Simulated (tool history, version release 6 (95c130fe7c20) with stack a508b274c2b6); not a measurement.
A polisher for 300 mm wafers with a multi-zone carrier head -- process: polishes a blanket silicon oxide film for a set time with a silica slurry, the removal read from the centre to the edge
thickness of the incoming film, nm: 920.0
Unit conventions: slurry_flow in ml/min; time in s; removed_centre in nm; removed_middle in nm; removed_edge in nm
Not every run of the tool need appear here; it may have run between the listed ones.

run  hour  slurry_flow  centre_zone  middle_zone  edge_zone  slurry_solids  time  removed_centre  removed_middle  removed_edge
  1     0          280            1            1          1              1    70          193.35          214.44        213.35
  2   8.8          280            1            1          1              1    55          160.89          170.71        167.04
  3  16.7          315            1            1          1              1    55          159.97          172.91        167.53
  4  20.9          315         0.99            1       1.01              1    55          155.44          171.04        173.73
  5  21.5          315         0.99         1.01       1.01              1    55          157.63           175.5        177.01
  6  30.3          315         0.99         1.01       1.01              1    69          199.59          212.48        216.64
     33.1  -- centre zone pressure recalibrated
  7  33.1          315         0.99         1.01       1.01              1    69          207.91          216.02        219.45

Run 8 is up next; what results do you expect?
  8  40.4          300         0.98         0.99          1              1    69               ?               ?             ?

removed_centre: 207.63 nm
removed_middle: 211.43 nm
removed_edge: 216.16 nm
